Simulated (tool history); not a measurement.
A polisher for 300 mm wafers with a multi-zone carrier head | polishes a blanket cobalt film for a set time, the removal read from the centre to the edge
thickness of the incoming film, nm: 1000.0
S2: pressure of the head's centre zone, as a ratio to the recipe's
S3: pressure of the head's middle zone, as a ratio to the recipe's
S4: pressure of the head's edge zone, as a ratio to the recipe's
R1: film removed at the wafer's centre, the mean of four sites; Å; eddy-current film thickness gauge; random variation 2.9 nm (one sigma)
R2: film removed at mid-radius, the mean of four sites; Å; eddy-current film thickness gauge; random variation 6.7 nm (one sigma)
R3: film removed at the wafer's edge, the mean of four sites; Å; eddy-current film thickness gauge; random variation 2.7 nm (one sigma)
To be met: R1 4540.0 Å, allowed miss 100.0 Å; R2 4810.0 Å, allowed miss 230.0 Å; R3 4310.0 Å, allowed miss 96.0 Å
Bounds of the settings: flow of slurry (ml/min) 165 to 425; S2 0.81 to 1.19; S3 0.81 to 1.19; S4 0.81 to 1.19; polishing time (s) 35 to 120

{"run": 1, "hour": 0.0, "flow of slurry (ml/min)": 275, "S2": 1.0, "S3": 1.0, "S4": 1.0, "polishing time (s)": 77, "R1": 4078.9, "R2": 4168.6, "R3": 4044.2}
{"run": 2, "hour": 6.3, "flow of slurry (ml/min)": 275, "S2": 1.07, "S3": 1.0, "S4": 1.0, "polishing time (s)": 77, "R1": 4382.4, "R2": 4116.1, "R3": 4031.0}
{"run": 3, "hour": 9.3, "flow of slurry (ml/min)": 275, "S2": 1.07, "S3": 1.08, "S4": 1.0, "polishing time (s)": 77, "R1": 4406.1, "R2": 4516.4, "R3": 4070.5}
{"run": 4, "hour": 17.2, "flow of slurry (ml/min)": 275, "S2": 1.07, "S3": 1.08, "S4": 1.07, "polishing time (s)": 77, "R1": 4350.9, "R2": 4436.5, "R3": 4109.3}
{"run": 5, "hour": 19.6, "flow of slurry (ml/min)": 275, "S2": 1.07, "S3": 1.12, "S4": 1.07, "polishing time (s)": 77, "R1": 4357.7, "R2": 4449.6, "R3": 4153.0}
{"run": 6, "hour": 28.4, "flow of slurry (ml/min)": 275, "S2": 1.07, "S3": 1.12, "S4": 1.07, "polishing time (s)": 65, "R1": 3692.1, "R2": 3852.0, "R3": 3500.3}
{"run": 7, "hour": 30.9, "flow of slurry (ml/min)": 285, "S2": 1.07, "S3": 1.13, "S4": 1.08, "polishing time (s)": 68, "R1": 3924.4, "R2": 4108.3, "R3": 3705.8}
{"run": 8, "hour": 37.4, "flow of slurry (ml/min)": 305, "S2": 1.07, "S3": 1.14, "S4": 1.1, "polishing time (s)": 69, "R1": 3981.9, "R2": 4214.1, "R3": 3825.1}
{"run": 9, "hour": 45.7, "flow of slurry (ml/min)": 325, "S2": 1.08, "S3": 1.15, "S4": 1.11, "polishing time (s)": 70, "R1": 4123.9, "R2": 4267.1, "R3": 3926.2}
{"run": 10, "hour": 52.3, "flow of slurry (ml/min)": 335, "S2": 1.08, "S3": 1.16, "S4": 1.11, "polishing time (s)": 71, "R1": 4131.3, "R2": 4501.1, "R3": 3950.2}
{"run": 11, "hour": 55.8, "flow of slurry (ml/min)": 340, "S2": 1.09, "S3": 1.16, "S4": 1.13, "polishing time (s)": 72, "R1": 4318.4, "R2": 4449.3, "R3": 4022.6}

4 next moves are on the table. One of them brings every result within its allowed miss. Which?
{"run": "A", "hour": 59.3, "flow of slurry (ml/min)": 335, "S2": 1.05, "S3": 1.0, "S4": 1.19, "polishing time (s)": 79, "R1": "?", "R2": "?", "R3": "?"}
{"run": "B", "hour": 59.3, "flow of slurry (ml/min)": 340, "S2": 1.03, "S3": 1.19, "S4": 1.0, "polishing time (s)": 74, "R1": "?", "R2": "?", "R3": "?"}
{"run": "C", "hour": 59.3, "flow of slurry (ml/min)": 340, "S2": 0.99, "S3": 1.12, "S4": 1.13, "polishing time (s)": 76, "R1": "?", "R2": "?", "R3": "?"}
{"run": "D", "hour": 59.3, "flow of slurry (ml/min)": 245, "S2": 1.03, "S3": 1.1, "S4": 1.0, "polishing time (s)": 84, "R1": "?", "R2": "?", "R3": "?"}

move=A R1=4489.3 R2=4325.7 R3=4541.7
move=B R1=4136.2 R2=4710.1 R3=3919.6
move=C R1=4079.8 R2=4591.2 R3=4260.3
move=D R1=4507.0 R2=4817.3 R3=4332.3
A: takes the result that was furthest off past its target
B: further off than the last run
C: brings the result that was furthest off to its target, and leaves another outside
D: meets every target
The right move is D.
